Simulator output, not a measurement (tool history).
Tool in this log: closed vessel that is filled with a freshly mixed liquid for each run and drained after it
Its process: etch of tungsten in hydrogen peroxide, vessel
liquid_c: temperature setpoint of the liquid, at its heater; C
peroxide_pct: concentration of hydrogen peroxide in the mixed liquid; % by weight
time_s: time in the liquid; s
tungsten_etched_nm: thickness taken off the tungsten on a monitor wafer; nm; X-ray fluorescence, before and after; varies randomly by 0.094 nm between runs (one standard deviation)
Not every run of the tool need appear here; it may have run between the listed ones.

run,hour,liquid_c,peroxide_pct,time_s,tungsten_etched_nm
1,0,58,20.5,30,59.992
2,4.8,52,20.5,30,42.218
3,8.1,51.5,20.5,30,40.936
4,8.9,51.5,20.5,30,41.074
5,17.5,57.5,20.5,30,58.116
6,25.9,63,20.5,30,79.594
7,26.5,61,20.5,30,71.621
8,27.1,53,20.5,30,44.931
9,34.4,52,20.5,30,42.203
10,42.4,51.5,20.5,30,40.859
11,44.3,51,20.5,30,39.577
12,49.3,50.5,20.5,30,38.192
13,54.5,50,20.5,30,37.311

What will run 14 give?
14,61.3,49.5,20.5,30,?

tungsten_etched_nm: 36.009 nm

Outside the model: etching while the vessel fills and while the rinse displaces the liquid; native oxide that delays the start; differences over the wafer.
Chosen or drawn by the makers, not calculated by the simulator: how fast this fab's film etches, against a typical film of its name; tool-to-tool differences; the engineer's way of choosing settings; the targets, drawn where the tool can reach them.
